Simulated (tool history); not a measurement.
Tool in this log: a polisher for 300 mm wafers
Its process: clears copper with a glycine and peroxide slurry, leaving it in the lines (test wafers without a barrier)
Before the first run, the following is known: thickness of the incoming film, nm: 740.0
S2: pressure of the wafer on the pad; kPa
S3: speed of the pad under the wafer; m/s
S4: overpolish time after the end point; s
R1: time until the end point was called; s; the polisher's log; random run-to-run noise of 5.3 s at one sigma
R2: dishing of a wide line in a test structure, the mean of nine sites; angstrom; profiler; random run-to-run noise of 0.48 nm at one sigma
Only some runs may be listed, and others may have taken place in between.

Run 1, day 0.000: flow of slurry (ml/min) 125, S2 20.7 kPa, S3 0.82 m/s, S4 12 s. Result: R1 160.84 s, R2 335.66 angstrom.
Run 2, day 0.104: flow of slurry (ml/min) 125, S2 20.7 kPa, S3 0.98 m/s, S4 12 s. Result: R1 142.62 s, R2 344.87 angstrom.
Run 3, day 0.388: flow of slurry (ml/min) 125, S2 20.7 kPa, S3 1.06 m/s, S4 12 s. Result: R1 130.54 s, R2 361.66 angstrom.
Run 4, day 0.550: flow of slurry (ml/min) 125, S2 20.7 kPa, S3 1.06 m/s, S4 7 s. Result: R1 138.98 s, R2 248.07 angstrom.
Run 5, day 0.888: flow of slurry (ml/min) 125, S2 20.7 kPa, S3 1.06 m/s, S4 10 s. Result: R1 131.37 s, R2 321.50 angstrom.
Run 6, day 1.179: flow of slurry (ml/min) 120, S2 17.2 kPa, S3 0.96 m/s, S4 11 s. Result: R1 168.19 s, R2 305.34 angstrom.
Run 7, day 1.321: flow of slurry (ml/min) 115, S2 15.2 kPa, S3 0.90 m/s, S4 11 s. Result: R1 194.32 s, R2 269.43 angstrom.

The next listed run, before its measurement:
Run 8, day 1.529: flow of slurry (ml/min) 110, S2 13.1 kPa, S3 0.86 m/s, S4 11 s. Result: R1 ?, R2 ?.

{"run 8": {"R1": 223.14, "R2": 244.43}}

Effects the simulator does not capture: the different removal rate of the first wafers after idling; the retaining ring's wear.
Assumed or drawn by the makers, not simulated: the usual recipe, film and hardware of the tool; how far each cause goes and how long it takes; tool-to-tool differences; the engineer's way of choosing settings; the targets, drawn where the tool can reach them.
